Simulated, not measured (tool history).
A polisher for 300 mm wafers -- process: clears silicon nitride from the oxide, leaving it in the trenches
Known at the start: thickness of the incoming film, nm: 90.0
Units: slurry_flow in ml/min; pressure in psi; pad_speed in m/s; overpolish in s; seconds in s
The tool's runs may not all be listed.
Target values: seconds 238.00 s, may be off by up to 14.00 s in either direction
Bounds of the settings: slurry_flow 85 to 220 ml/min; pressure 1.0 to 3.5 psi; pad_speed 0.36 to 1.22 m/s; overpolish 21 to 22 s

run	day	slurry_flow	pressure	pad_speed	overpolish	seconds
1	0.000	140	2.2	0.78	21	179.11
2	0.300	140	2.2	0.78	21	175.88
3	0.375	140	2.2	0.78	22	179.24
4	0.567	140	2.4	0.78	22	162.75
5	0.904	140	2.3	0.78	22	170.37
6	1.192	140	2.6	0.78	22	154.04
7	1.458	140	2.4	0.78	22	164.81
8	1.754	140	2.3	0.78	22	172.61
9	1.858	140	2.2	0.78	22	182.38
10	2.058	140	2.1	0.78	22	189.41
11	2.408	140	2.0	0.78	22	196.06
12	2.529	140	1.9	0.78	22	203.88
13	2.683	140	1.9	0.78	22	202.40
14	2.875	140	1.8	0.78	22	211.69
15	3.175	135	1.5	0.78	22	262.94
16	3.392	140	1.5	0.78	22	260.33

4 next moves are on the table. One of them brings every result within its allowed miss. Which?
A	3.608	125	1.9	0.68	22	?
B	3.608	140	1.7	0.90	22	?
C	3.608	160	1.6	0.92	22	?
D	3.608	150	1.8	0.80	22	?

move	seconds
A	235.31
B	194.70
C	196.94
D	203.85
A: meets every target
B: moves the result that the last run missed by most past its target, out the other side
C: moves the result that the last run missed by most past its target, out the other side
D: moves the result that the last run missed by most past its target, out the other side
So the answer is move A, the one that meets all the targets.

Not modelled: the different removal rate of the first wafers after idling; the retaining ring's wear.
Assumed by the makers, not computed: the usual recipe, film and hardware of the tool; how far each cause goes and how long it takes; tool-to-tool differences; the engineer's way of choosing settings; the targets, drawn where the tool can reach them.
